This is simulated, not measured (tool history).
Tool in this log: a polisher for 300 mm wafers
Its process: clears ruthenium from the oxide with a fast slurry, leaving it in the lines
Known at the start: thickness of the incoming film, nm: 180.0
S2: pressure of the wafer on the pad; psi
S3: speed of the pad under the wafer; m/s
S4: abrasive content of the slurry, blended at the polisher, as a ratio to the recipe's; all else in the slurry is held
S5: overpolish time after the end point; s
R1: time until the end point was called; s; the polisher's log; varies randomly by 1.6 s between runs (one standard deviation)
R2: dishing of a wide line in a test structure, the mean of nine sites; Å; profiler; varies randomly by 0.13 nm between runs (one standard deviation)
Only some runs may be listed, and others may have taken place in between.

Run 1, hour 0: flow of slurry (ml/min) 145, S2 2.1 psi, S3 0.8 m/s, S4 1, S5 15 s. Result: R1 94.964 s, R2 225.96 Å.
Run 2, hour 5.9: flow of slurry (ml/min) 155, S2 2 psi, S3 0.8 m/s, S4 1, S5 13 s. Result: R1 94.61 s, R2 195.51 Å.
Run 3, hour 12.9: flow of slurry (ml/min) 165, S2 1.9 psi, S3 0.8 m/s, S4 1, S5 12 s. Result: R1 100.46 s, R2 174.37 Å.
Run 4, hour 20.8: flow of slurry (ml/min) 165, S2 2.1 psi, S3 0.8 m/s, S4 1, S5 12 s. Result: R1 88.602 s, R2 193.26 Å.
Run 5, hour 25.8: flow of slurry (ml/min) 165, S2 2.1 psi, S3 0.98 m/s, S4 1, S5 12 s. Result: R1 72.26 s, R2 232.94 Å.
Run 6, hour 34.8: flow of slurry (ml/min) 135, S2 2.1 psi, S3 0.98 m/s, S4 1, S5 12 s. Result: R1 78.1 s, R2 218.05 Å.

For run 7, what comes out?
Run 7, hour 36.7: flow of slurry (ml/min) 165, S2 1.5 psi, S3 0.96 m/s, S4 1, S5 7 s. Result: R1 ?, R2 ?.

R1: 103.66 s
R2: 100.17 Å

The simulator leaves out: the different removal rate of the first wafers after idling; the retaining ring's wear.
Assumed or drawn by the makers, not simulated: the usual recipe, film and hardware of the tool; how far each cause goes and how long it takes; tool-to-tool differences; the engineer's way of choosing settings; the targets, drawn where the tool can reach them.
